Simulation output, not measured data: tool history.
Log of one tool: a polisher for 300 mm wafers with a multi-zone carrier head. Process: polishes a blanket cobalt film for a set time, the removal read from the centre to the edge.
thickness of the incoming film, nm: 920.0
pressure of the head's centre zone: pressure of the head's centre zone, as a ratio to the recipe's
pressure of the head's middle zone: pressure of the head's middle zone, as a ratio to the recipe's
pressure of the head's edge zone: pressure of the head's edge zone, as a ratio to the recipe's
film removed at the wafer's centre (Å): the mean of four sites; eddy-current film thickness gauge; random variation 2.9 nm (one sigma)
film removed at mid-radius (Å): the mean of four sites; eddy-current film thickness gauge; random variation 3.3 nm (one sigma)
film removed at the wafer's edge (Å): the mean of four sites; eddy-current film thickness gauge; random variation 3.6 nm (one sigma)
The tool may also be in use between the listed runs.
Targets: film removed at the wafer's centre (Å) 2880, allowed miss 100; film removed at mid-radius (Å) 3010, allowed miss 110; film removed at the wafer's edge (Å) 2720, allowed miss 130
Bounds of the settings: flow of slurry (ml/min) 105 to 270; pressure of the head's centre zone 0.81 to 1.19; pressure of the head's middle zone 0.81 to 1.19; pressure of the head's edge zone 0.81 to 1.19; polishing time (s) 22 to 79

run	hour	flow of slurry (ml/min)	pressure of the head's centre zone	pressure of the head's middle zone	pressure of the head's edge zone	polishing time (s)	film removed at the wafer's centre (Å)	film removed at mid-radius (Å)	film removed at the wafer's edge (Å)
1	0	175	1	1	1	50	3955.3	3747.4	3574.2
2	4.4	175	1	1	1.04	50	3975.4	3667.4	3634.4
3	6.4	175	1	1	1.04	56	4425.5	4166.2	3999.8
4	14.2	170	0.98	1.01	0.99	51	3901.7	3770.8	3683.1
5	23.2	170	0.98	1.01	0.94	51	3964.1	3831.1	3476.5
6	28.5	170	0.98	0.94	0.94	51	3908.7	3555.9	3474.5
# hour 30.5: centre zone pressure recalibrated
7	30.5	170	0.95	0.95	0.91	48	3167.8	3433.3	3182.2
8	38.9	170	0.96	0.94	0.88	47	3222.1	3273.4	3203.8
9	45.2	155	0.97	0.97	0.86	45	3022.5	3219.4	2963.7
10	47.5	150	0.98	0.97	0.85	44	2971.1	3126.3	2794

5 next moves are on the table. One of them brings every result within its allowed miss. Which?
A	49.8	120	1.07	0.98	0.86	43	?	?	?
B	49.8	145	1.02	0.95	0.85	38	?	?	?
C	49.8	155	0.97	0.94	0.81	43	?	?	?
D	49.8	115	1.05	1.11	0.81	43	?	?	?
E	49.8	150	0.92	0.9	0.88	41	?	?	?

move	film removed at the wafer's centre (Å)	film removed at mid-radius (Å)	film removed at the wafer's edge (Å)
A	3079	3022.3	2723.9
B	2664	2672.7	2437.1
C	2892	3025.8	2716.2
D	3004.5	3311.5	2638.1
E	2601.8	2781.3	2680.7
A: brings the result that was furthest off to its target, and leaves another outside
B: takes the result that was furthest off past its target
C: meets every target
D: further off than the last run
E: takes the result that was furthest off past its target
The right move is C.
